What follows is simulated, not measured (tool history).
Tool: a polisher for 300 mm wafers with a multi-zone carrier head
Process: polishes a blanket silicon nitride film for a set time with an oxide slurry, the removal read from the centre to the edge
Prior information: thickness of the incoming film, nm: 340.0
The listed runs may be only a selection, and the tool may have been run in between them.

run	hour	flow of slurry (ml/min)	pressure of the head's centre zone	pressure of the head's middle zone	pressure of the head's edge zone	abrasive content of the slurry	polishing time (s)	film removed at the wafer's centre (nm)	film removed at mid-radius (nm)	film removed at the wafer's edge (nm)
1	0	245	1	1	1	1	78	66	64.816	66.605
2	7.2	245	1	1	1.08	1	78	66.89	65.071	68.604
3	8	245	0.99	0.98	1.06	0.9	75	60.531	59.204	61.995
4	14.1	240	0.98	0.95	1.05	0.8	74	55.067	52.855	56.071
5	20.6	240	0.94	0.95	1.05	0.8	74	53.207	51.536	57.845
6	27.9	235	0.94	0.94	1.03	0.75	74	50.898	50.67	54.186
7	32.2	230	0.94	0.91	1.01	0.7	74	49.29	46.331	53.119
8	33.3	230	0.94	0.91	1	0.65	74	47.157	44.603	49.157
9	35.9	225	0.94	0.91	0.98	0.65	74	46.206	45.685	47.826

Forecast run 10:
10	41.5	225	0.94	0.91	0.98	0.65	74	?	?	?

film removed at the wafer's centre (nm): 46.946
film removed at mid-radius (nm): 44.009
film removed at the wafer's edge (nm): 49.454

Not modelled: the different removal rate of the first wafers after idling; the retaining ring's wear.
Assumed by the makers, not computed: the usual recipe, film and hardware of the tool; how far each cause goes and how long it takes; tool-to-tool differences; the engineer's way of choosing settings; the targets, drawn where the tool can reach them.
